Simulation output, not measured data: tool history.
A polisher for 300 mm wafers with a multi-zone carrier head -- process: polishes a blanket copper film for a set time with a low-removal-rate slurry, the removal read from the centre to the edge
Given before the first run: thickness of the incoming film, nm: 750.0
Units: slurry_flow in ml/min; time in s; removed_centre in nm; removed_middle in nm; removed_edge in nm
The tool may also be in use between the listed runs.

Run 1, hour 0: slurry_flow 285 ml/min, centre_zone 1, middle_zone 1, edge_zone 1, slurry_solids 1, time 74 s. Result: removed_centre 138.2 nm, removed_middle 138.34 nm, removed_edge 139.16 nm.
Run 2, hour 6.4: slurry_flow 285 ml/min, centre_zone 1, middle_zone 1, edge_zone 1, slurry_solids 1, time 67 s. Result: removed_centre 128.7 nm, removed_middle 127.35 nm, removed_edge 127.46 nm.
Run 3, hour 14.3: slurry_flow 285 ml/min, centre_zone 1.05, middle_zone 1, edge_zone 1, slurry_solids 1, time 67 s. Result: removed_centre 134.64 nm, removed_middle 128.32 nm, removed_edge 125.87 nm.
Run 4, hour 17.1: slurry_flow 285 ml/min, centre_zone 1.05, middle_zone 1, edge_zone 1.08, slurry_solids 1, time 67 s. Result: removed_centre 134.16 nm, removed_middle 125.38 nm, removed_edge 132.8 nm.
Run 5, hour 23.1: slurry_flow 285 ml/min, centre_zone 1.05, middle_zone 1.08, edge_zone 1.08, slurry_solids 1, time 67 s. Result: removed_centre 132.88 nm, removed_middle 135.77 nm, removed_edge 132.39 nm.
Run 6, hour 30.9: slurry_flow 285 ml/min, centre_zone 1.05, middle_zone 1.08, edge_zone 1.13, slurry_solids 1, time 67 s. Result: removed_centre 133.8 nm, removed_middle 135.15 nm, removed_edge 138.5 nm.
Run 7, hour 34: slurry_flow 280 ml/min, centre_zone 1.01, middle_zone 1.05, edge_zone 1.11, slurry_solids 0.9, time 66 s. Result: removed_centre 120.99 nm, removed_middle 124.89 nm, removed_edge 126.82 nm.
Run 8, hour 39.5: slurry_flow 270 ml/min, centre_zone 0.97, middle_zone 1.02, edge_zone 1.11, slurry_solids 0.85, time 66 s. Result: removed_centre 116.54 nm, removed_middle 120.75 nm, removed_edge 125.39 nm.
Run 9, hour 45: slurry_flow 265 ml/min, centre_zone 0.94, middle_zone 1, edge_zone 1.12, slurry_solids 0.8, time 66 s. Result: removed_centre 108.95 nm, removed_middle 117.38 nm, removed_edge 125.06 nm.
Run 10, hour 51.6: slurry_flow 260 ml/min, centre_zone 0.92, middle_zone 0.97, edge_zone 1.11, slurry_solids 0.75, time 66 s. Result: removed_centre 103.7 nm, removed_middle 110.89 nm, removed_edge 122.88 nm.
Run 11, hour 52.3: slurry_flow 255 ml/min, centre_zone 0.91, middle_zone 0.95, edge_zone 1.09, slurry_solids 0.7, time 66 s. Result: removed_centre 100.61 nm, removed_middle 104.05 nm, removed_edge 118.12 nm.

Run 12, settings as shown, results not yet in. Your forecast:
Run 12, hour 56.3: slurry_flow 220 ml/min, centre_zone 0.83, middle_zone 0.92, edge_zone 1.03, slurry_solids 0.65, time 66 s. Result: removed_centre ?, removed_middle ?, removed_edge ?.

{"run 12": {"removed_centre": 90.601, "removed_middle": 102.09, "removed_edge": 110.78}}
